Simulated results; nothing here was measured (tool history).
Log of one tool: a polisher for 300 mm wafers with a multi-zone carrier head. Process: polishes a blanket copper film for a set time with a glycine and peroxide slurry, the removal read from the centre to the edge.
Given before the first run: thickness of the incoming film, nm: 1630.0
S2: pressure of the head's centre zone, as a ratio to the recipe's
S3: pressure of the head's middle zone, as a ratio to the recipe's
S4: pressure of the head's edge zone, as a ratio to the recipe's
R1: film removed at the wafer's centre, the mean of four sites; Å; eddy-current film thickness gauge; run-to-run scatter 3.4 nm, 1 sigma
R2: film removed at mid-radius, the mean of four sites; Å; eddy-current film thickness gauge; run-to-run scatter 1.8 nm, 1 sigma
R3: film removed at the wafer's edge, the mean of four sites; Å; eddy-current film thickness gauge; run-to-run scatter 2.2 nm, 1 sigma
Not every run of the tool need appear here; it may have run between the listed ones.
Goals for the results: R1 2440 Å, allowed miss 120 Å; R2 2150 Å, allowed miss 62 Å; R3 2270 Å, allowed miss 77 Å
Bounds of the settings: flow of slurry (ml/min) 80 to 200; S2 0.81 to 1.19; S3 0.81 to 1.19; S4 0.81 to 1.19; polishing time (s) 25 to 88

{"run": 1, "hour": 0.0, "flow of slurry (ml/min)": 130, "S2": 1, "S3": 1, "S4": 1, "polishing time (s)": 56, "R1": 2445.7, "R2": 2385.3, "R3": 2490.2}
{"run": 2, "hour": 1.8, "flow of slurry (ml/min)": 120, "S2": 1, "S3": 1, "S4": 1, "polishing time (s)": 56, "R1": 2399.1, "R2": 2374.6, "R3": 2487.4}
{"run": 3, "hour": 3.5, "flow of slurry (ml/min)": 120, "S2": 1.01, "S3": 0.99, "S4": 0.99, "polishing time (s)": 56, "R1": 2445.9, "R2": 2347.1, "R3": 2507.6}
{"run": 4, "hour": 6.7, "flow of slurry (ml/min)": 120, "S2": 1.01, "S3": 0.99, "S4": 0.99, "polishing time (s)": 46, "R1": 1995.6, "R2": 1911.6, "R3": 2053.3}
{"run": 5, "hour": 14.0, "flow of slurry (ml/min)": 140, "S2": 1.01, "S3": 0.99, "S4": 0.99, "polishing time (s)": 46, "R1": 2050.7, "R2": 1985.5, "R3": 2100.6}
{"run": 6, "hour": 19.1, "flow of slurry (ml/min)": 120, "S2": 1.01, "S3": 0.99, "S4": 0.99, "polishing time (s)": 46, "R1": 1967.3, "R2": 1924.9, "R3": 2057.3}
{"run": 7, "hour": 20.4, "flow of slurry (ml/min)": 125, "S2": 1.02, "S3": 0.99, "S4": 1, "polishing time (s)": 46, "R1": 2011.1, "R2": 1959.4, "R3": 2055.9}
{"run": 8, "hour": 23.0, "flow of slurry (ml/min)": 130, "S2": 1.03, "S3": 0.98, "S4": 1, "polishing time (s)": 46, "R1": 2003.2, "R2": 1964.7, "R3": 2066.1}
{"run": 9, "hour": 30.6, "flow of slurry (ml/min)": 135, "S2": 1.03, "S3": 0.97, "S4": 0.98, "polishing time (s)": 47, "R1": 2123.7, "R2": 1984.1, "R3": 2099.1}
{"run": 10, "hour": 33.7, "flow of slurry (ml/min)": 140, "S2": 1.04, "S3": 0.97, "S4": 0.98, "polishing time (s)": 47, "R1": 2149.1, "R2": 1998.6, "R3": 2138.1}
{"run": 11, "hour": 40.4, "flow of slurry (ml/min)": 145, "S2": 1.05, "S3": 0.97, "S4": 0.98, "polishing time (s)": 47, "R1": 2198.7, "R2": 2016.1, "R3": 2129}

Consider the 4 candidate settings below. Which is the only one whose results all fall within their allowed miss of target?
{"run": "A", "hour": 47.1, "flow of slurry (ml/min)": 150, "S2": 0.96, "S3": 1.08, "S4": 1.09, "polishing time (s)": 46, "R1": "?", "R2": "?", "R3": "?"}
{"run": "B", "hour": 47.1, "flow of slurry (ml/min)": 175, "S2": 1.09, "S3": 0.95, "S4": 0.94, "polishing time (s)": 50, "R1": "?", "R2": "?", "R3": "?"}
{"run": "C", "hour": 47.1, "flow of slurry (ml/min)": 135, "S2": 1.1, "S3": 0.81, "S4": 1, "polishing time (s)": 51, "R1": "?", "R2": "?", "R3": "?"}
{"run": "D", "hour": 47.1, "flow of slurry (ml/min)": 170, "S2": 0.89, "S3": 1.02, "S4": 1, "polishing time (s)": 47, "R1": "?", "R2": "?", "R3": "?"}

move=A R1=1978.1 R2=2177.2 R3=2216.7
move=B R1=2427.5 R2=2173.4 R3=2308.2
move=C R1=2377.2 R2=1864.6 R3=2348.5
move=D R1=1953.7 R2=2161.3 R3=2216.1
A: puts the biggest miss on target and leaves a different result outside tolerance
B: in spec on every target
C: further off than the last run
D: puts the biggest miss on target and leaves a different result outside tolerance
B is the move that brings every result within its allowed miss.
